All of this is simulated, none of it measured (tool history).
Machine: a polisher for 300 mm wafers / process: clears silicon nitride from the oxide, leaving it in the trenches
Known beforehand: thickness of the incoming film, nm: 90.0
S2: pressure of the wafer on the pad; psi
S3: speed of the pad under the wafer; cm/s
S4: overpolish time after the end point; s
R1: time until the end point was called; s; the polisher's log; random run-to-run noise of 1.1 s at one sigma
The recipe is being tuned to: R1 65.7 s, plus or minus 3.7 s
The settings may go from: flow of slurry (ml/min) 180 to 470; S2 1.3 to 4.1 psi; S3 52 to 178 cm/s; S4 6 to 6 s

{"run": 1, "day": 0.0, "flow of slurry (ml/min)": 300, "S2": 2.7, "S3": 114, "S4": 6, "R1": 104.61}
{"run": 2, "day": 0.088, "flow of slurry (ml/min)": 300, "S2": 2.8, "S3": 114, "S4": 6, "R1": 101.08}
{"run": 3, "day": 0.204, "flow of slurry (ml/min)": 300, "S2": 2.4, "S3": 114, "S4": 6, "R1": 115.96}
{"run": 4, "day": 0.508, "flow of slurry (ml/min)": 300, "S2": 2.7, "S3": 114, "S4": 6, "R1": 105.98}
{"run": 5, "day": 0.879, "flow of slurry (ml/min)": 300, "S2": 2.8, "S3": 114, "S4": 6, "R1": 101.56}
{"run": 6, "day": 0.933, "flow of slurry (ml/min)": 345, "S2": 2.8, "S3": 114, "S4": 6, "R1": 98.174}
{"run": 7, "day": 1.179, "flow of slurry (ml/min)": 345, "S2": 2.9, "S3": 114, "S4": 6, "R1": 99.901}
{"run": 8, "day": 1.271, "flow of slurry (ml/min)": 345, "S2": 3, "S3": 116, "S4": 6, "R1": 93.455}
{"run": 9, "day": 1.504, "flow of slurry (ml/min)": 345, "S2": 3.1, "S3": 116, "S4": 6, "R1": 93.171}
{"run": 10, "day": 1.6, "flow of slurry (ml/min)": 345, "S2": 3.2, "S3": 118, "S4": 6, "R1": 87.254}
{"run": 11, "day": 1.929, "flow of slurry (ml/min)": 345, "S2": 3.3, "S3": 118, "S4": 6, "R1": 84.108}
{"run": 12, "day": 2.075, "flow of slurry (ml/min)": 345, "S2": 3.4, "S3": 118, "S4": 6, "R1": 81.73}
{"day": 2.162, "done": "worn pad replaced by a new one"}
{"run": 13, "day": 2.162, "flow of slurry (ml/min)": 345, "S2": 3.5, "S3": 118, "S4": 6, "R1": 76.272}
{"run": 14, "day": 2.246, "flow of slurry (ml/min)": 345, "S2": 3.7, "S3": 120, "S4": 6, "R1": 70.821}

Exercise: of the 4 proposed moves below, exactly one satisfies all targets within the stated allowed misses. Which move is it?
{"run": "A", "day": 2.329, "flow of slurry (ml/min)": 370, "S2": 3.7, "S3": 128, "S4": 6, "R1": "?"}
{"run": "B", "day": 2.329, "flow of slurry (ml/min)": 425, "S2": 3.3, "S3": 124, "S4": 6, "R1": "?"}
{"run": "C", "day": 2.329, "flow of slurry (ml/min)": 325, "S2": 3.7, "S3": 116, "S4": 6, "R1": "?"}
{"run": "D", "day": 2.329, "flow of slurry (ml/min)": 420, "S2": 3.8, "S3": 108, "S4": 6, "R1": "?"}

move=A R1=67.105
move=B R1=75.427
move=C R1=74.569
move=D R1=76.655
A: meets every target
B: lands further from the targets than the last run did
C: lands further from the targets than the last run did
D: lands further from the targets than the last run did
Answer: A
